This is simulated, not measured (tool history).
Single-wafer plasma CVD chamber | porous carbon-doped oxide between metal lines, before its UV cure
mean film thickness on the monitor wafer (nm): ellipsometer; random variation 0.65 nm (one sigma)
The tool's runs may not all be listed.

run,hour,heater temperature setpoint (deg C),RF power (kW),deposition time (s),mean film thickness on the monitor wafer (nm)
1,0,315,0.64,31.3,181.06
2,4.9,315,0.72,31.3,193.52
3,11.8,315,0.72,31.3,193.35
4,20.3,320,0.72,31.3,187.72
5,21.5,312,0.735,31.3,199.47
6,29.7,312,0.645,31.3,184.16
7,32.9,306,0.685,31.4,198.81
# hour 36: thermocouple changed; heater temperature recalibrated
8,36,302,0.705,31.4,214.44
9,39.2,300,0.705,31.4,216.84
10,45.1,298,0.705,31.4,220.03
11,49.5,297,0.705,31.4,221.46

Run 12 comes next. What will it give?
12,54.1,296,0.705,31.4,?

Run 12 gave mean film thickness on the monitor wafer (nm) 223.69.
